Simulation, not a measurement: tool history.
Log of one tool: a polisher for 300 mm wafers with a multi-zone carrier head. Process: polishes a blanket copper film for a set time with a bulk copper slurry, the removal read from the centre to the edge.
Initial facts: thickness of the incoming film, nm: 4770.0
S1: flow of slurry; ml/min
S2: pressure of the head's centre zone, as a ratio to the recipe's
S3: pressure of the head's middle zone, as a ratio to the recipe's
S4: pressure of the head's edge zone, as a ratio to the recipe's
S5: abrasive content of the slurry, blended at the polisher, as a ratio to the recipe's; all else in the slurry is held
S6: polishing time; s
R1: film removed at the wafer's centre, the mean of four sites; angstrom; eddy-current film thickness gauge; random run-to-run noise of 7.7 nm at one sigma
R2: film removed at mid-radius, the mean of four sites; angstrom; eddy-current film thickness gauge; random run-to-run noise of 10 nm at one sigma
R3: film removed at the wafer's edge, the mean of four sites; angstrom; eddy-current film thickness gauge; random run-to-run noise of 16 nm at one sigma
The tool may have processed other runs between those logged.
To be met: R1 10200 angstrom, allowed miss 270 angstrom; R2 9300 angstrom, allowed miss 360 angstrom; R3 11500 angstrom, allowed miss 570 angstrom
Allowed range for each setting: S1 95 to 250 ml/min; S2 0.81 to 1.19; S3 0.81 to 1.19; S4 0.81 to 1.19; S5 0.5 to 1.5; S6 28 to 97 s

{"run": 1, "day": 0.0, "S1": 160, "S2": 1, "S3": 1, "S4": 1, "S5": 1, "S6": 62, "R1": 8030.2, "R2": 8549.7, "R3": 8801.8}
{"run": 2, "day": 0.196, "S1": 170, "S2": 1.02, "S3": 0.97, "S4": 1.06, "S5": 1.15, "S6": 63, "R1": 8552.1, "R2": 8987.6, "R3": 9228.7}
{"run": 3, "day": 0.388, "S1": 170, "S2": 1.02, "S3": 0.97, "S4": 0.98, "S5": 1.15, "S6": 63, "R1": 8554.5, "R2": 8871.1, "R3": 8792.1}
{"run": 4, "day": 0.438, "S1": 190, "S2": 1.02, "S3": 0.97, "S4": 0.98, "S5": 1.15, "S6": 63, "R1": 8804.6, "R2": 9004.9, "R3": 8976.8}
{"run": 5, "day": 0.525, "S1": 195, "S2": 1.02, "S3": 0.91, "S4": 1.05, "S5": 1.1, "S6": 66, "R1": 8919, "R2": 8940.8, "R3": 9704.4}
{"run": 6, "day": 0.896, "S1": 195, "S2": 1.02, "S3": 0.91, "S4": 0.99, "S5": 1.1, "S6": 66, "R1": 9045.8, "R2": 8941, "R3": 9490.7}
{"run": 7, "day": 1.104, "S1": 200, "S2": 1.04, "S3": 0.88, "S4": 1.05, "S5": 1.1, "S6": 68, "R1": 9508.7, "R2": 8986.9, "R3": 9790.3}
{"run": 8, "day": 1.367, "S1": 200, "S2": 1.04, "S3": 0.86, "S4": 1.1, "S5": 1.1, "S6": 70, "R1": 9829, "R2": 9098, "R3": 10515}

Below are 4 possible settings for the next run. Only one of them brings all results inside the allowed miss of their targets. Which is it?
{"run": "A", "day": 1.629, "S1": 230, "S2": 0.92, "S3": 0.82, "S4": 1.16, "S5": 1.05, "S6": 74, "R1": "?", "R2": "?", "R3": "?"}
{"run": "B", "day": 1.629, "S1": 190, "S2": 0.98, "S3": 0.91, "S4": 1.07, "S5": 1.2, "S6": 76, "R1": "?", "R2": "?", "R3": "?"}
{"run": "C", "day": 1.629, "S1": 180, "S2": 1.01, "S3": 0.81, "S4": 1.11, "S5": 1.3, "S6": 74, "R1": "?", "R2": "?", "R3": "?"}
{"run": "D", "day": 1.629, "S1": 210, "S2": 1.08, "S3": 0.88, "S4": 1.04, "S5": 1.25, "S6": 68, "R1": "?", "R2": "?", "R3": "?"}

move=A R1=9755.6 R2=9318.7 R3=11327
move=B R1=10403 R2=10421 R3=11223
move=C R1=10392 R2=9288.8 R3=11258
move=D R1=10184 R2=9284 R3=10103
A: meets the target for the result that was furthest off, but another lies outside its allowed miss
B: meets the target for the result that was furthest off, but another lies outside its allowed miss
C: each result inside its tolerance
D: further off than the last run
Move C is the one to make.
